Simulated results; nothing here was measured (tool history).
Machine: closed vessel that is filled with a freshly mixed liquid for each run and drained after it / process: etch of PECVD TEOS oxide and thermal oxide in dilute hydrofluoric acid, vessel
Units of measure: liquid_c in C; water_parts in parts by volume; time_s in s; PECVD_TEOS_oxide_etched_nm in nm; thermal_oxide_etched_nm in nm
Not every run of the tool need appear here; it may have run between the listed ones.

run	day	liquid_c	water_parts	time_s	PECVD_TEOS_oxide_etched_nm	thermal_oxide_etched_nm
1	0.000	24.0	85	245	34.563	16.744
2	0.046	24.0	85	290	41.095	19.761
3	0.408	24.0	85	195	27.416	13.346
4	0.583	25.5	70	200	36.833	17.932
5	0.733	26.5	60	200	46.002	22.052
6	0.883	27.5	55	200	51.982	25.339
7	1.271	28.5	50	200	60.691	29.202
8	1.396	28.5	50	200	61.007	29.022
9	1.733	29.0	45	200	68.911	33.248
10	1.954	32.0	30	200	118.350	57.160
11	2.262	29.0	30	200	105.840	49.874
12	2.367	28.5	30	200	103.130	50.122
13	2.592	28.0	30	200	100.350	49.617
14	2.738	28.5	30	200	104.030	49.527
15	2.775	28.0	30	200	101.110	48.711
16	3.071	27.5	30	200	99.864	48.347

Expected results for the next run?
17	3.138	27.0	30	200	?	?

PECVD_TEOS_oxide_etched_nm: 97.259 nm
thermal_oxide_etched_nm: 47.749 nm
